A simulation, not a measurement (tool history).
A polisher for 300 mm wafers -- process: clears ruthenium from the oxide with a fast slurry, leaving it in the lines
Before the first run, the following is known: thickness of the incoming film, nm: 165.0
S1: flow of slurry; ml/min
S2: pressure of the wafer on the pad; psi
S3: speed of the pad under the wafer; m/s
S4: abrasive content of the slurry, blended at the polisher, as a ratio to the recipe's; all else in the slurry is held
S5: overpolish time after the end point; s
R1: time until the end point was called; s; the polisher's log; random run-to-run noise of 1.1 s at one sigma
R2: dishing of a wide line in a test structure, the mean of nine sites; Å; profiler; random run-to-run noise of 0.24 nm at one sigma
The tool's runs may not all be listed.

run	hour	S1	S2	S3	S4	S5	R1	R2
1	0	285	1.8	0.8	1	24	108.75	334.96
2	7.8	285	1.8	0.8	1.1	24	107.82	342.13
3	15.9	285	1.8	0.8	1	24	109.26	332.26
4	21	285	1.8	0.8	1.1	24	105.49	343.71
# hour 29.9: slurry blender recalibrated
5	29.9	285	1.8	0.8	1.1	22	90.411	363.6
6	36.4	285	1.7	0.78	1.1	20	98.247	313.39
7	44.7	285	1.6	0.78	1.1	19	103.96	277.75
8	48.6	285	1.6	0.78	1.1	18	103.94	276.76
9	56.4	285	1.6	0.78	1.1	17	105.57	252.43

For run 10, what comes out?
10	58.1	285	1.6	0.78	1.1	16	?	?

R1: 104.36 s
R2: 243.38 Å

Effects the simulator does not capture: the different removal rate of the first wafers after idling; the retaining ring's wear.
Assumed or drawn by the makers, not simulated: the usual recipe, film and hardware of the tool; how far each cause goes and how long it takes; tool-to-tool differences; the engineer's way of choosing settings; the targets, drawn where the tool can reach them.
